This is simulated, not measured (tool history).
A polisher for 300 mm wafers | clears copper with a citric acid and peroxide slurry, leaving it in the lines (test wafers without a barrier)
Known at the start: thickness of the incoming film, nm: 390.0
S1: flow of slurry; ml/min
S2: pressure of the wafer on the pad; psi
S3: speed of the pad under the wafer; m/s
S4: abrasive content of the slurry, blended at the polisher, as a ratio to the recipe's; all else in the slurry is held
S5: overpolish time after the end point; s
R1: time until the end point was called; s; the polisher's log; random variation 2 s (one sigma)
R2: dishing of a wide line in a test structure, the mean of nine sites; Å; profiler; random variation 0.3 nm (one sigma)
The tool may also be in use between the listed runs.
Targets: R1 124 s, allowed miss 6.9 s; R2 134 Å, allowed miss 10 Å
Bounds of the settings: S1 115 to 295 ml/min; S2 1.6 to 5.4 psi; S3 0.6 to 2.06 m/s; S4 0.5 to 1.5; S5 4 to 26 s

{"run": 1, "hour": 0.0, "S1": 190, "S2": 3.5, "S3": 1.32, "S4": 1, "S5": 13, "R1": 100.83, "R2": 328.23}
{"run": 2, "hour": 4.7, "S1": 190, "S2": 3.3, "S3": 1.32, "S4": 1, "S5": 11, "R1": 113.32, "R2": 271.57}
{"run": 3, "hour": 6.1, "S1": 190, "S2": 3.3, "S3": 1.5, "S4": 1, "S5": 11, "R1": 95.38, "R2": 290.01}
{"run": 4, "hour": 11.3, "S1": 180, "S2": 3.1, "S3": 1.56, "S4": 0.95, "S5": 10, "R1": 102, "R2": 258.75}
{"run": 5, "hour": 17.6, "S1": 175, "S2": 2.9, "S3": 1.62, "S4": 0.9, "S5": 9, "R1": 106.47, "R2": 223.71}
{"run": 6, "hour": 18.8, "S1": 175, "S2": 2.9, "S3": 1.62, "S4": 0.7, "S5": 9, "R1": 110.76, "R2": 221.93}
{"run": 7, "hour": 20.6, "S1": 170, "S2": 2.8, "S3": 1.64, "S4": 0.7, "S5": 8, "R1": 115.05, "R2": 190.98}
{"run": 8, "hour": 27.2, "S1": 170, "S2": 2.8, "S3": 1.64, "S4": 0.7, "S5": 7, "R1": 114.06, "R2": 172.45}
{"run": 9, "hour": 30.8, "S1": 170, "S2": 2.7, "S3": 1.64, "S4": 0.7, "S5": 7, "R1": 120.21, "R2": 155.72}

Which of these 5 next moves meets every target?
{"run": "A", "hour": 34.4, "S1": 160, "S2": 2.7, "S3": 1.58, "S4": 0.65, "S5": 7, "R1": "?", "R2": "?"}
{"run": "B", "hour": 34.4, "S1": 200, "S2": 2.5, "S3": 1.74, "S4": 0.55, "S5": 7, "R1": "?", "R2": "?"}
{"run": "C", "hour": 34.4, "S1": 170, "S2": 2.6, "S3": 1.58, "S4": 0.75, "S5": 7, "R1": "?", "R2": "?"}
{"run": "D", "hour": 34.4, "S1": 150, "S2": 3, "S3": 1.64, "S4": 0.7, "S5": 7, "R1": "?", "R2": "?"}
{"run": "E", "hour": 34.4, "S1": 160, "S2": 2, "S3": 2.06, "S4": 0.9, "S5": 6, "R1": "?", "R2": "?"}

move=A R1=127.45 R2=155.13
move=B R1=124.2 R2=158.57
move=C R1=127.7 R2=154.68
move=D R1=111.22 R2=176.72
move=E R1=125.63 R2=134.88
A: as far off as the last run
B: further off than the last run
C: as far off as the last run
D: further off than the last run
E: meets every target
The right move is E.
